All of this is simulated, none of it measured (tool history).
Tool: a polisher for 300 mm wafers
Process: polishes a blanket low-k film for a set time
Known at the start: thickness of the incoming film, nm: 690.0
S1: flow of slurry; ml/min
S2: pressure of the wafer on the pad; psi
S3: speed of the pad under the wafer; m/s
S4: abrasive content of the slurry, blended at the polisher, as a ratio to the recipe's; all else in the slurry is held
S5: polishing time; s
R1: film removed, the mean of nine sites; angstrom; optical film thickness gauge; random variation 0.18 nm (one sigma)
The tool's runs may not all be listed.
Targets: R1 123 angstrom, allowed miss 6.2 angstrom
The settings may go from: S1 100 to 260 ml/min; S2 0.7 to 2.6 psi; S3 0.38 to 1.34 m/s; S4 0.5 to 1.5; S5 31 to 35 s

run,hour,S1,S2,S3,S4,S5,R1
1,0,165,1.6,0.86,1,35,90.557
2,6.1,165,1.7,0.86,1,35,97.024
3,10.5,165,1.3,0.86,1,35,74.802
4,15.7,165,1.3,0.86,1.1,35,78.127
5,24.5,165,1.4,0.86,1.1,35,84.082
6,30.5,165,1.4,0.66,1.1,35,67.601
7,33.5,165,1.6,0.66,1.1,35,77.092
8,38.2,165,1.7,0.66,1.1,35,84.386
9,41.6,165,1.8,0.66,1.1,35,87.19
10,46.3,165,1.8,0.66,1.1,35,87.089
11,48.5,170,2.3,0.7,1.1,35,111.24

5 next moves are on the table. One of them brings every result within its allowed miss. Which?
A,50.7,180,2.6,0.72,1.25,34,?
B,50.7,145,2.4,0.9,1.05,35,?
C,50.7,165,2.1,1.02,1.15,33,?
D,50.7,155,2.5,0.76,1.35,35,?
E,50.7,190,2.5,0.7,1.1,34,?

move,R1
A,137.52
B,141.42
C,136.93
D,142.4
E,124.62
A: takes the result that was furthest off past its target
B: takes the result that was furthest off past its target
C: takes the result that was furthest off past its target
D: takes the result that was furthest off past its target
E: meets every target
Move E is the one to make.
